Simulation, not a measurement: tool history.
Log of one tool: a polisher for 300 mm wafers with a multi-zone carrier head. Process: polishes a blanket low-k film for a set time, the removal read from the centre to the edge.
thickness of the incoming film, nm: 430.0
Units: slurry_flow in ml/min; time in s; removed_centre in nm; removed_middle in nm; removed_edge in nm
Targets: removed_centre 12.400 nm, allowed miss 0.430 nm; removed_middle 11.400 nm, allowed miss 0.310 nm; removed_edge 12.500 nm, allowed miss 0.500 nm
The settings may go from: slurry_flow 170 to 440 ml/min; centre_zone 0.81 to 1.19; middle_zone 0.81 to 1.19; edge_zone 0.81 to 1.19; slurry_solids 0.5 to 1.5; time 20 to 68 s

run    day  slurry_flow  centre_zone  middle_zone  edge_zone  slurry_solids  time  removed_centre  removed_middle  removed_edge
  1  0.000          280         1.00         1.00       1.00            1.0    44          12.336          12.624        12.684
  2  0.212          280         1.00         1.00       1.00            1.1    44          13.274          13.710        13.401
  3  0.442          275         1.00         0.97       0.99            1.1    44          13.072          13.214        13.638
  4  0.592          325         1.00         0.97       0.99            1.1    44          13.504          13.553        13.664
  5  0.950          315         1.00         0.95       0.97            1.1    44          13.105          13.271        13.581
  6  1.188          310         1.01         0.94       0.96            1.1    44          13.340          13.175        13.359
  7  1.212          300         1.01         0.92       0.95            1.1    44          13.235          12.845        13.096
  8  1.575          235         0.98         0.82       0.95            1.1    44          12.573          11.330        13.198

4 next moves are on the table. One of them brings every result within its allowed miss. Which?
  A  1.938          195         0.99         0.91       0.90            1.0    47               ?               ?             ?
  B  1.938          250         1.00         0.86       0.92            1.1    42               ?               ?             ?
  C  1.938          195         0.95         0.81       1.03            1.1    46               ?               ?             ?
  D  1.938          170         1.08         0.83       0.98            1.0    46               ?               ?             ?

move  removed_centre  removed_middle  removed_edge
   A          12.520          11.886        12.624
   B          12.502          11.241        12.427
   C          12.614          11.333        13.695
   D          12.715          10.563        12.436
A: brings the result that was furthest off to its target, and leaves another outside
B: meets every target
C: further off than the last run
D: brings the result that was furthest off to its target, and leaves another outside
Move B is the one to make.
